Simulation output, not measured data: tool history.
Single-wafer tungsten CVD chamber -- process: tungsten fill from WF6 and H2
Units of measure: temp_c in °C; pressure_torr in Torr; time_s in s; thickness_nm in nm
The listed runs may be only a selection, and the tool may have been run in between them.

run	day	temp_c	pressure_torr	time_s	thickness_nm
1	0	390	50.7	38.2	118.52
2	0.075	388	50.6	38.2	113.37
3	0.238	387	50.5	38.2	110.72
4	0.533	393	50.5	38.2	126.67
5	0.558	393	53.6	38.2	130.37
6	0.85	393	53.6	39.5	135.51
7	1.075	389	53.5	39.5	124.21

Run 8 comes next. What will it give?
8	1.296	379	53.1	39.5	?

Logged for run 8: thickness_nm 98.095 nm.

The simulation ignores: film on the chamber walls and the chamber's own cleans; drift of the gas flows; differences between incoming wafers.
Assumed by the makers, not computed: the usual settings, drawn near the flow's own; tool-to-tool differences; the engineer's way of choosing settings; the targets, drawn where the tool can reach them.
